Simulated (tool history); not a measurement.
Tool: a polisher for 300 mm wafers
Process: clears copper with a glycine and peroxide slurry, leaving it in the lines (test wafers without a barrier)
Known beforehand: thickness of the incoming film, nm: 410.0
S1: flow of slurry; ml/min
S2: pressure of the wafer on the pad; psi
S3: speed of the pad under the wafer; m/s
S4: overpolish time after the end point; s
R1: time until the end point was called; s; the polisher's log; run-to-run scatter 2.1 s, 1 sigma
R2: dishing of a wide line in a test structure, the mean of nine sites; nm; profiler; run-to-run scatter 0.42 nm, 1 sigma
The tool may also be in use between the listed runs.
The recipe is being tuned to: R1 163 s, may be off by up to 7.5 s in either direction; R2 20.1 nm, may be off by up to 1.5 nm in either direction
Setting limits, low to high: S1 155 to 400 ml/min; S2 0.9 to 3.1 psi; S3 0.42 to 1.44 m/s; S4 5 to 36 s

run,hour,S1,S2,S3,S4,R1,R2
1,0,255,2,0.92,18,119.21,42.195
2,7.3,255,2,0.74,18,142.84,36.273
3,15.6,255,1.9,0.74,16,147.53,30.423
4,21.6,255,1.8,0.74,15,149.51,29.177
5,28.9,255,1.8,0.74,19,149.76,36.941
6,32.7,215,1.8,0.74,19,155.89,34.8
7,36.6,220,1.8,0.74,17,154.89,32.184
8,43.5,220,1.6,0.74,8,163.81,14.803
9,49.4,220,1.7,0.7,13,164.78,23.793
10,50,220,1.7,0.7,12,161.52,22.034

Exactly one of the 5 candidate moves below puts every result within its allowed miss. Which one?
A,50.6,325,1.3,0.92,10,?,?
B,50.6,180,1.7,0.74,14,?,?
C,50.6,230,1.8,0.68,11,?,?
D,50.6,210,1.7,0.76,13,?,?
E,50.6,235,2,0.52,14,?,?

move,R1,R2
A,146.32,20.055
B,159.01,25.592
C,157.4,20.638
D,152.33,24.846
E,177.12,23.307
A: the furthest-off result lands on target, but another misses its tolerance
B: the biggest miss grows against the last run
C: each result inside its tolerance
D: the biggest miss grows against the last run
E: the biggest miss grows against the last run
C is the move that brings every result within its allowed miss.

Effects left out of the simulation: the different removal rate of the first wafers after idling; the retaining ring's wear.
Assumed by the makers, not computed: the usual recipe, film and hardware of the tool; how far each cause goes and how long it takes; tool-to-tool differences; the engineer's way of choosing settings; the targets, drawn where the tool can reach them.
